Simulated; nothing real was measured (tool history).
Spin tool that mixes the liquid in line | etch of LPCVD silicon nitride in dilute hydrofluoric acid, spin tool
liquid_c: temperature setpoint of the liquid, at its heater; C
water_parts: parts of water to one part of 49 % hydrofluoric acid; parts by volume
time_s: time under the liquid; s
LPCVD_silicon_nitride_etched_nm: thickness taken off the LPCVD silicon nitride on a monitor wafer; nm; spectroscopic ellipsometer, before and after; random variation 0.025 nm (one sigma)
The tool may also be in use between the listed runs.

run    day  liquid_c  water_parts  time_s  LPCVD_silicon_nitride_etched_nm
  1      0        24          110      95                           0.3667
  2  0.196      22.5          110      95                          0.34081
  3  0.475      22.5           85      95                          0.40968
  4  0.775        23           80      95                          0.45737
     0.854  -- thermometer replaced
  5  0.854        23           80      75                          0.41622
  6  1.154      25.5           80      75                          0.48318
  7  1.279        26           75      75                          0.53153

The next listed run, before its measurement:
  8  1.542      26.5           75      75                                ?

{"run 8": {"LPCVD_silicon_nitride_etched_nm": 0.5734}}
